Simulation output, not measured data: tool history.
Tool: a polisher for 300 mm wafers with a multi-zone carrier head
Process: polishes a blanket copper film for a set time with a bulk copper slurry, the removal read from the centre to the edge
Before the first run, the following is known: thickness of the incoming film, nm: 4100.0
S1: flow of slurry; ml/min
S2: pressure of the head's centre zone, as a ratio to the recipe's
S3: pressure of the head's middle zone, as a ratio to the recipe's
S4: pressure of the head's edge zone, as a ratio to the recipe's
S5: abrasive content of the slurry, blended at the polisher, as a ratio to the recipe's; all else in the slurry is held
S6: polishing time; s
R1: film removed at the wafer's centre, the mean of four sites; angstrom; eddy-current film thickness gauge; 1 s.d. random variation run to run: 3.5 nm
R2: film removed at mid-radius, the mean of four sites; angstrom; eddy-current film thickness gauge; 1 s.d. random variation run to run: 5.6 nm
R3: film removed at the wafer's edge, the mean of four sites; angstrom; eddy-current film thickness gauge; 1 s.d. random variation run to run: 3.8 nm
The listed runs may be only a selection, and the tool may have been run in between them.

run	hour	S1	S2	S3	S4	S5	S6	R1	R2	R3
1	0.0	235	1.00	1.00	1.00	1.00	54	3403.6	3459.7	3484.0
2	8.5	235	1.00	1.00	1.00	1.00	42	2617.3	2700.2	2681.8
3	12.5	235	1.04	1.00	1.00	1.00	42	2720.8	2645.5	2698.5
4	20.6	235	1.04	1.00	1.07	1.00	42	2755.7	2723.8	2787.4
5	27.5	235	1.12	1.00	1.07	1.00	42	2948.6	2607.0	2763.0
6	28.2	190	1.12	1.00	1.07	1.00	42	2845.8	2605.8	2714.7
7	32.6	225	1.14	1.05	1.07	1.15	45	3353.2	3050.9	3090.7
8	34.5	255	1.16	1.09	1.07	1.25	46	3616.5	3443.5	3304.8

Run 9 comes next. What will it give?
9	37.6	275	1.17	1.08	1.04	1.35	47	?	?	?

R1: 3816.1 angstrom
R2: 3593.7 angstrom
R3: 3375.0 angstrom

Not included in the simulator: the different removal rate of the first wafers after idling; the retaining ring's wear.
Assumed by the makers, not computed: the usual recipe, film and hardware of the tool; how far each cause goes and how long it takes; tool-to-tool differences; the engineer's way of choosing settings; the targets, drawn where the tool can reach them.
